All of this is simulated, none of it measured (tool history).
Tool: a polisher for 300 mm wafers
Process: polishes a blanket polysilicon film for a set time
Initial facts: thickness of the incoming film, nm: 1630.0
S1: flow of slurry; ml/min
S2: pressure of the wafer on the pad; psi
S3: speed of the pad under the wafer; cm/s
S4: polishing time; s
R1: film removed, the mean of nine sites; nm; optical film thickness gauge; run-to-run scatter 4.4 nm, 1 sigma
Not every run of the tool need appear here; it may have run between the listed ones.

{"run": 1, "hour": 0.0, "S1": 285, "S2": 2.2, "S3": 92, "S4": 43, "R1": 302.51}
{"run": 2, "hour": 9.0, "S1": 285, "S2": 2.4, "S3": 92, "S4": 43, "R1": 331.34}
{"run": 3, "hour": 14.3, "S1": 285, "S2": 2.4, "S3": 92, "S4": 43, "R1": 336.61}
{"run": 4, "hour": 22.2, "S1": 235, "S2": 2.4, "S3": 92, "S4": 43, "R1": 331.37}
{"run": 5, "hour": 27.2, "S1": 235, "S2": 2.5, "S3": 92, "S4": 43, "R1": 339.9}
{"run": 6, "hour": 29.8, "S1": 205, "S2": 2.5, "S3": 92, "S4": 43, "R1": 334.64}
{"run": 7, "hour": 36.2, "S1": 215, "S2": 2.6, "S3": 92, "S4": 43, "R1": 350.01}
{"run": 8, "hour": 37.3, "S1": 220, "S2": 2.7, "S3": 92, "S4": 43, "R1": 364.21}

Run 9, settings as shown, results not yet in. Your forecast:
{"run": 9, "hour": 44.9, "S1": 220, "S2": 2.8, "S3": 92, "S4": 43, "R1": "?"}

Run 9 gave R1 384.02 nm.
